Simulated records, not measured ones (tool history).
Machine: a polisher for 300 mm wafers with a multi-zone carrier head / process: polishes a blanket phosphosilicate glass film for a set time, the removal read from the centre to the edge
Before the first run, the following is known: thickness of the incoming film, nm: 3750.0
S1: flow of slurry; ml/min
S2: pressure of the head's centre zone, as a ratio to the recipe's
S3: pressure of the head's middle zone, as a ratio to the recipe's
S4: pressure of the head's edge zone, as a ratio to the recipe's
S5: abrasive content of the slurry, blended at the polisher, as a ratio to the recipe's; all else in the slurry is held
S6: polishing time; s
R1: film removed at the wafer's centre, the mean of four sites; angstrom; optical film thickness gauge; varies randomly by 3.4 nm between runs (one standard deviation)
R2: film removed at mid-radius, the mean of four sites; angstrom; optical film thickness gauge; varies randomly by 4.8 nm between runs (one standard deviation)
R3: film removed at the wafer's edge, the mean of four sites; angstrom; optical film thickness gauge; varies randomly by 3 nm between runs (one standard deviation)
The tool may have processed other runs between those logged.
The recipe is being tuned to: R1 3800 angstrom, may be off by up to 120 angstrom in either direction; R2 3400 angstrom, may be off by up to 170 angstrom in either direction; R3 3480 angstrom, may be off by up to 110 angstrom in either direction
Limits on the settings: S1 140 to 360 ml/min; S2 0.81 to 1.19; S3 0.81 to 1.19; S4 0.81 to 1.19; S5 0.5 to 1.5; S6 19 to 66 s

Run 1, hour 0: S1 230 ml/min, S2 1, S3 1, S4 1, S5 1, S6 42 s. Result: R1 4498.3 angstrom, R2 4396.2 angstrom, R3 4394.1 angstrom.
Run 2, hour 0.8: S1 230 ml/min, S2 1, S3 1, S4 1.06, S5 1, S6 42 s. Result: R1 4489.5 angstrom, R2 4411.8 angstrom, R3 4536.4 angstrom.
Run 3, hour 5.9: S1 230 ml/min, S2 1, S3 0.99, S4 1.03, S5 0.95, S6 42 s. Result: R1 4339.9 angstrom, R2 4206.3 angstrom, R3 4337.3 angstrom.
Run 4, hour 8.5: S1 230 ml/min, S2 1, S3 0.98, S4 1, S5 0.9, S6 42 s. Result: R1 4173.2 angstrom, R2 3988.4 angstrom, R3 4102.4 angstrom.
Run 5, hour 11.5: S1 225 ml/min, S2 1, S3 0.97, S4 0.97, S5 0.9, S6 42 s. Result: R1 4161.7 angstrom, R2 3943.4 angstrom, R3 4028.9 angstrom.
Run 6, hour 14.2: S1 220 ml/min, S2 1, S3 0.96, S4 0.95, S5 0.9, S6 42 s. Result: R1 4127.7 angstrom, R2 3995 angstrom, R3 3942.3 angstrom.
Run 7, hour 18.8: S1 220 ml/min, S2 1, S3 0.94, S4 0.94, S5 0.9, S6 42 s. Result: R1 4188.9 angstrom, R2 3760.2 angstrom, R3 3953.2 angstrom.
Run 8, hour 27.5: S1 215 ml/min, S2 0.99, S3 0.93, S4 0.92, S5 0.9, S6 42 s. Result: R1 4147.8 angstrom, R2 3866.5 angstrom, R3 3916 angstrom.
Run 9, hour 35.7: S1 215 ml/min, S2 0.99, S3 0.92, S4 0.91, S5 0.9, S6 42 s. Result: R1 4103.6 angstrom, R2 3778.2 angstrom, R3 3885.5 angstrom.
Run 10, hour 38.7: S1 210 ml/min, S2 0.99, S3 0.91, S4 0.89, S5 0.9, S6 42 s. Result: R1 4103.4 angstrom, R2 3665.6 angstrom, R3 3898 angstrom.
Run 11, hour 44.9: S1 210 ml/min, S2 0.99, S3 0.91, S4 0.88, S5 0.9, S6 42 s. Result: R1 4118.8 angstrom, R2 3640.2 angstrom, R3 3809.2 angstrom.

Next run, 4 choices. One meets every target within its allowed miss, the rest don't. Which?
Run A, hour 51.1: S1 235 ml/min, S2 0.91, S3 0.87, S4 0.9, S5 1.2, S6 36 s. Result: R1 ?, R2 ?, R3 ?.
Run B, hour 51.1: S1 230 ml/min, S2 0.98, S3 1.02, S4 0.93, S5 1.05, S6 34 s. Result: R1 ?, R2 ?, R3 ?.
Run C, hour 51.1: S1 165 ml/min, S2 1, S3 0.88, S4 0.99, S5 0.85, S6 45 s. Result: R1 ?, R2 ?, R3 ?.
Run D, hour 51.1: S1 170 ml/min, S2 1.02, S3 0.93, S4 0.91, S5 0.95, S6 37 s. Result: R1 ?, R2 ?, R3 ?.

move      R1      R2      R3
   A  3994.6  3754.9  4080.5
   B  3752.8  3734.7  3603.6
   C  4149.9  3595.8  4092.8
   D  3817.6  3392.1  3538.3
A: moves away from the targets compared with the last run
B: better than the last run, though not everything is in spec
C: moves away from the targets compared with the last run
D: all results land within tolerance of their targets
D meets every target.

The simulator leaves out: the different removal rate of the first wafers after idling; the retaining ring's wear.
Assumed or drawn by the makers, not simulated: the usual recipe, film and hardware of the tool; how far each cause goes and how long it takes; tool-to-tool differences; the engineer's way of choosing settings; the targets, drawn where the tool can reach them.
